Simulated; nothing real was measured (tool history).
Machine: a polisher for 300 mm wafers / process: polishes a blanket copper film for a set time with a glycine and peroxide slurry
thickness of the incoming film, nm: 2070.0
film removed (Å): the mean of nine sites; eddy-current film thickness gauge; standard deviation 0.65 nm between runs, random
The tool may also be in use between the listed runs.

| run | hour | flow of slurry (ml/min) | pressure of the wafer on the pad (kPa) | speed of the pad under the wafer (m/s) | polishing time (s) | film removed (Å) |
|---|---|---|---|---|---|---|
| 1 | 0.0 | 250 | 20.0 | 1.26 | 17 | 1018.50 |
| 2 | 7.7 | 250 | 17.9 | 1.24 | 17 | 909.93 |
| 3 | 10.6 | 250 | 17.9 | 1.24 | 17 | 911.05 |
| 4 | 13.7 | 250 | 16.5 | 1.24 | 17 | 858.71 |
| 5 | 17.6 | 250 | 16.5 | 1.48 | 17 | 987.86 |
| 6 | 20.4 | 250 | 15.2 | 1.44 | 17 | 885.59 |
| 7 | 25.8 | 250 | 13.8 | 1.42 | 17 | 809.90 |
| 8 | 33.0 | 250 | 13.1 | 1.40 | 17 | 770.88 |
| 9 | 37.2 | 250 | 12.4 | 1.38 | 17 | 726.14 |
| 10 | 40.5 | 250 | 11.7 | 1.38 | 17 | 699.78 |
| 11 | 43.4 | 250 | 11.0 | 1.38 | 17 | 671.35 |

What does the tool deliver on the next run?
| 12 | 51.1 | 250 | 9.0 | 1.32 | 17 | ? |

{"run 12": {"film removed (Å)": 539.58}}
